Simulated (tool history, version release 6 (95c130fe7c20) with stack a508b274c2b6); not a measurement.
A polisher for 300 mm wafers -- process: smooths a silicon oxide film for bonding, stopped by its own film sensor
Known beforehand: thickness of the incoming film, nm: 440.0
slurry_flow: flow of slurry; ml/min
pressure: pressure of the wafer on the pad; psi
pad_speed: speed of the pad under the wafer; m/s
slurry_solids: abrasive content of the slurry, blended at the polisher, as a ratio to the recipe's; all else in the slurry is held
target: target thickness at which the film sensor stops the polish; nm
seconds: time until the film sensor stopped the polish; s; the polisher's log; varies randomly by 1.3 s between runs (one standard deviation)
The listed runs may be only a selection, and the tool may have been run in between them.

run	hour	slurry_flow	pressure	pad_speed	slurry_solids	target	seconds
1	0.0	285	1.5	0.92	1.0	413	48.928
2	0.7	285	1.5	0.92	1.0	416	43.281
3	1.6	285	1.5	0.70	1.0	416	55.323
4	9.4	285	1.7	0.70	1.0	416	47.909
# hour 16.9: slurry nozzle cleaned
5	16.9	335	1.7	0.70	1.0	416	46.112
6	21.8	335	1.7	0.70	0.9	416	50.982
7	24.2	335	1.5	0.68	0.9	416	58.386
8	25.2	335	1.3	0.66	0.9	416	69.723
9	32.1	335	1.2	0.66	0.9	416	73.283

What does the tool deliver on the next run?
10	36.7	335	1.1	0.66	0.9	416	?

seconds: 81.748 s
